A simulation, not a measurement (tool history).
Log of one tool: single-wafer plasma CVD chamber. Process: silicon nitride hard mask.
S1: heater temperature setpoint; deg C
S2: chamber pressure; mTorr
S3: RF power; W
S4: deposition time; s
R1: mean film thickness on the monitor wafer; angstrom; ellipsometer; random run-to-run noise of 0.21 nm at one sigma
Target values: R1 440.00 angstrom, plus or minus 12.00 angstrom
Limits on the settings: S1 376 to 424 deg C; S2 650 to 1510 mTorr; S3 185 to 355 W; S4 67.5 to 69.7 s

Run 1, day 0.000: S1 400 deg C, S2 1080 mTorr, S3 270 W, S4 67.5 s. Result: R1 612.88 angstrom.
Run 2, day 0.358: S1 400 deg C, S2 1040 mTorr, S3 260 W, S4 67.5 s. Result: R1 573.23 angstrom.
Run 3, day 0.575: S1 400 deg C, S2 1040 mTorr, S3 260 W, S4 69.7 s. Result: R1 590.42 angstrom.
Run 4, day 0.904: S1 400 deg C, S2 1040 mTorr, S3 260 W, S4 69.7 s. Result: R1 587.23 angstrom.
Run 5, day 1.279: S1 400 deg C, S2 1000 mTorr, S3 255 W, S4 69.6 s. Result: R1 562.57 angstrom.
Run 6, day 1.583: S1 391 deg C, S2 1000 mTorr, S3 255 W, S4 69.6 s. Result: R1 569.13 angstrom.
Run 7, day 1.938: S1 391 deg C, S2 970 mTorr, S3 250 W, S4 69.5 s. Result: R1 550.95 angstrom.
Run 8, day 2.021: S1 391 deg C, S2 940 mTorr, S3 245 W, S4 69.4 s. Result: R1 527.23 angstrom.
Run 9, day 2.262: S1 391 deg C, S2 720 mTorr, S3 215 W, S4 68.8 s. Result: R1 365.92 angstrom.

Exercise: of the 4 proposed moves below, exactly one satisfies all targets within the stated allowed misses. Which move is it?
Run A, day 2.504: S1 388 deg C, S2 810 mTorr, S3 240 W, S4 69.7 s. Result: R1 ?.
Run B, day 2.504: S1 382 deg C, S2 820 mTorr, S3 235 W, S4 69.7 s. Result: R1 ?.
Run C, day 2.504: S1 389 deg C, S2 770 mTorr, S3 255 W, S4 67.5 s. Result: R1 ?.
Run D, day 2.504: S1 389 deg C, S2 780 mTorr, S3 235 W, S4 69.7 s. Result: R1 ?.

move      R1
   A  472.69
   B  468.13
   C  466.35
   D  448.26
A: pushes the last run's worst result past its target
B: pushes the last run's worst result past its target
C: pushes the last run's worst result past its target
D: all results land within tolerance of their targets
So the answer is move D, the one that meets all the targets.

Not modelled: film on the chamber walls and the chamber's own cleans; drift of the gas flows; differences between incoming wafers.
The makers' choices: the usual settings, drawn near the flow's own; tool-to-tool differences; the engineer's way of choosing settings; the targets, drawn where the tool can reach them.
